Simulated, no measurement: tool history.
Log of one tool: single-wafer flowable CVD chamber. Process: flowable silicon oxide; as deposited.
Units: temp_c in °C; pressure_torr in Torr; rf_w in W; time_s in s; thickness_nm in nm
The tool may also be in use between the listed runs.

Run 1, hour 0.0: temp_c 105 °C, pressure_torr 0.654 Torr, rf_w 2535 W, time_s 587 s. Result: thickness_nm 242.55 nm.
Run 2, hour 2.2: temp_c 105 °C, pressure_torr 0.654 Torr, rf_w 2415 W, time_s 587 s. Result: thickness_nm 241.95 nm.
Run 3, hour 6.3: temp_c 105 °C, pressure_torr 0.654 Torr, rf_w 2155 W, time_s 587 s. Result: thickness_nm 239.92 nm.
Run 4, hour 13.6: temp_c 102 °C, pressure_torr 0.655 Torr, rf_w 2155 W, time_s 587 s. Result: thickness_nm 262.10 nm.
Run 5, hour 16.0: temp_c 99 °C, pressure_torr 0.656 Torr, rf_w 2155 W, time_s 587 s. Result: thickness_nm 291.23 nm.
Run 6, hour 18.5: temp_c 97 °C, pressure_torr 0.656 Torr, rf_w 2155 W, time_s 587 s. Result: thickness_nm 310.60 nm.

Run 7 comes next. What will it give?
Run 7, hour 24.2: temp_c 96 °C, pressure_torr 0.656 Torr, rf_w 2155 W, time_s 587 s. Result: thickness_nm ?.

{"run 7": {"thickness_nm": 317.24}}

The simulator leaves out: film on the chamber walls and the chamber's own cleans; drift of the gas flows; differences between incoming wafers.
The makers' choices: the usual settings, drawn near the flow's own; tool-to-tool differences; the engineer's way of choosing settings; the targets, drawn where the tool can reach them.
